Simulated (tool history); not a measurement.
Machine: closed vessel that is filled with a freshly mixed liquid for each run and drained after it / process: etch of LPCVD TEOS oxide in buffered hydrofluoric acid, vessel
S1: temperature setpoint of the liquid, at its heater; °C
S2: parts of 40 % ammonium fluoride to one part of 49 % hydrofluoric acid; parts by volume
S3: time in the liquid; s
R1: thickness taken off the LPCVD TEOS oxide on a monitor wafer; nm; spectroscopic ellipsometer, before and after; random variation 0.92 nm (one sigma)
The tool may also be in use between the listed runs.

run    day    S1    S2   S3       R1
  1  0.000  22.0  13.0   95  103.760
  2  0.062  22.0  14.5   95   92.911
  3  0.442  23.5  14.5   95   99.796
  4  0.612  23.5  14.5  100  106.480
  5  0.788  23.5  14.5  100  106.460
  6  0.829  24.5  14.5  100  114.430
  7  1.112  25.0  14.5  100  115.350
  8  1.346  25.5  14.5  100  119.290

Run 9 comes next. What will it give?
  9  1.583  26.0  14.5  100   ?

{"run 9": {"R1": 122.3}}
